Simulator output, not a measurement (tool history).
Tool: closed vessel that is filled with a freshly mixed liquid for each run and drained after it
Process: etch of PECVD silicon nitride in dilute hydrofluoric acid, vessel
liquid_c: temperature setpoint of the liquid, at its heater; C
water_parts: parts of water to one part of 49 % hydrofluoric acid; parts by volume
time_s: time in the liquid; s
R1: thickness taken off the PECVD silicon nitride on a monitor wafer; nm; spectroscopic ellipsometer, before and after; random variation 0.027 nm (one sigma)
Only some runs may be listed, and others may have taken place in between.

{"run": 1, "hour": 0.0, "liquid_c": 21.0, "water_parts": 220, "time_s": 815, "R1": 5.6071}
{"run": 2, "hour": 4.4, "liquid_c": 19.5, "water_parts": 220, "time_s": 815, "R1": 5.0976}
{"run": 3, "hour": 9.4, "liquid_c": 19.5, "water_parts": 285, "time_s": 815, "R1": 3.9783}
{"run": 4, "hour": 18.1, "liquid_c": 20.5, "water_parts": 285, "time_s": 815, "R1": 4.1924}
{"run": 5, "hour": 25.0, "liquid_c": 21.0, "water_parts": 285, "time_s": 815, "R1": 4.3984}
{"run": 6, "hour": 27.3, "liquid_c": 21.0, "water_parts": 285, "time_s": 610, "R1": 3.2576}
{"run": 7, "hour": 34.0, "liquid_c": 22.0, "water_parts": 275, "time_s": 610, "R1": 3.6252}
{"run": 8, "hour": 41.0, "liquid_c": 22.5, "water_parts": 265, "time_s": 610, "R1": 3.8623}
{"run": 9, "hour": 43.2, "liquid_c": 23.0, "water_parts": 255, "time_s": 610, "R1": 4.1238}

Run 10 has not been measured yet. What should we expect?
{"run": 10, "hour": 52.4, "liquid_c": 23.0, "water_parts": 255, "time_s": 610, "R1": "?"}

R1: 4.1094 nm
